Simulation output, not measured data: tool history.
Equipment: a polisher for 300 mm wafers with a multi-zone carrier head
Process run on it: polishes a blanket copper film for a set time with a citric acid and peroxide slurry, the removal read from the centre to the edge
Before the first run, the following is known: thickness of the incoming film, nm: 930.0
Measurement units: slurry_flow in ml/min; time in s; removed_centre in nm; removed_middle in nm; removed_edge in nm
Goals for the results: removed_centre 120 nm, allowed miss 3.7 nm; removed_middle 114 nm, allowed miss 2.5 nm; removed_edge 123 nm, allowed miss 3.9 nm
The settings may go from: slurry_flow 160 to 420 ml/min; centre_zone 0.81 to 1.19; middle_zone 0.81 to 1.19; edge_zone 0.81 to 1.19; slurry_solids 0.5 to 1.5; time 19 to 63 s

run    day  slurry_flow  centre_zone  middle_zone  edge_zone  slurry_solids  time  removed_centre  removed_middle  removed_edge
  1      0          270            1            1          1              1    41          94.972          95.041        95.507
  2   0.15          280         1.02         1.01       1.05           1.15    42          99.192          102.39        105.17
  3  0.221          280         0.98         1.01       1.05           1.15    42          97.915          103.07        105.84
  4  0.517          280         0.98         0.95       1.05           1.15    42          96.826          98.254        104.12
  5  0.833          280         0.98         0.95       1.05           1.25    42          98.806          98.556        106.17
  6  1.146          300         1.04         0.98       1.08           1.35    42          107.67          102.69        110.05
  7  1.358          315         1.06            1       1.11            1.4    42          111.74          107.21        114.86
  8  1.642          330         1.07         1.01       1.13            1.4    42          111.92           108.7        113.75
  9  1.883          320         1.08         1.01       1.14           1.45    43          117.79          111.03         117.6
 10  2.071          330         1.08         1.01       1.15           1.45    43          116.71          111.77        118.39
 11  2.383          335         1.08         1.01       1.16           1.45    43          116.54          111.04        120.72

Which single option among these 4 for the next run brings every result within its allowed miss of target? Just one does.
  A  2.696          220         1.12         0.93       1.16            1.5    45               ?               ?             ?
  B  2.696          345         1.08            1       1.05            1.5    43               ?               ?             ?
  C  2.696          330         1.07         0.97       1.13           1.35    43               ?               ?             ?
  D  2.696          380         1.07         0.99       1.14           1.35    45               ?               ?             ?

move  removed_centre  removed_middle  removed_edge
   A          120.81          103.92        121.66
   B          118.02          110.85        114.91
   C          113.94          105.52        116.43
   D          120.87           113.6        123.52
A: further off than the last run
B: further off than the last run
C: further off than the last run
D: all results land within tolerance of their targets
Go with D: it meets all targets.
